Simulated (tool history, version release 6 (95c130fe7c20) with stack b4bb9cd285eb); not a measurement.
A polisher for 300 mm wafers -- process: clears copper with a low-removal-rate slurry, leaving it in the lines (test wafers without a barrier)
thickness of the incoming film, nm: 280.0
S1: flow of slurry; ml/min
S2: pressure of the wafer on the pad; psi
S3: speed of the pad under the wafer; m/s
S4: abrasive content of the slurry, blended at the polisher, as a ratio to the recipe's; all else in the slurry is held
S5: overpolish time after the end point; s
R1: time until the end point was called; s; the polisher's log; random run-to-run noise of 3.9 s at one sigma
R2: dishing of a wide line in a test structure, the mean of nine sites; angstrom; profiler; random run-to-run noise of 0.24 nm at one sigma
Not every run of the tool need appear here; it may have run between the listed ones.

run	hour	S1	S2	S3	S4	S5	R1	R2
1	0.0	240	3.0	0.90	1.0	19	109.08	302.69
2	3.3	240	2.5	0.90	1.0	19	128.94	257.79
3	9.0	205	2.5	0.90	1.0	19	134.22	254.75
4	10.2	205	2.3	0.88	1.0	19	150.34	234.77
5	17.2	205	2.2	0.88	1.0	19	154.27	233.53
6	24.2	255	2.2	0.88	1.0	19	153.87	237.13

Run 7 has not been measured yet. What should we expect?
7	31.5	255	2.1	0.86	1.0	18	?	?

R1: 160.67 s
R2: 214.67 angstrom

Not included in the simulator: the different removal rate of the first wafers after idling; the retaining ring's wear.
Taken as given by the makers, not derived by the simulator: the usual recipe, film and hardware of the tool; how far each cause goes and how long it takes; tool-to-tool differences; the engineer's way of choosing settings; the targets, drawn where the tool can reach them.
